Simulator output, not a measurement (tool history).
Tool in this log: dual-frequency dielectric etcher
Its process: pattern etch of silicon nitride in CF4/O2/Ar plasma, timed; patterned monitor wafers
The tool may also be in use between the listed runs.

run,hour,source power (kW),bias power (kW),Ar flow (sccm),CF4 flow (sccm),etch time (s),mean etch depth across the wafer (angstrom)
1,0,0.42,0.035,125,139,60.5,900.5
2,3.4,0.41,0.035,125,139,60.5,876.26
3,10.8,0.41,0.035,103,139,60.5,906.13
4,14.9,0.41,0.035,103,124,60.5,891.89
5,17.4,0.41,0.035,103,101,60.5,863.7
6,23.9,0.41,0.035,91,101,60.5,877.17
7,25.7,0.4,0.035,91,101,60.5,855.18

For run 8, what comes out?
8,26.9,0.39,0.035,91,101,60.5,?

Run 8 measured mean etch depth across the wafer (angstrom) 830.3.
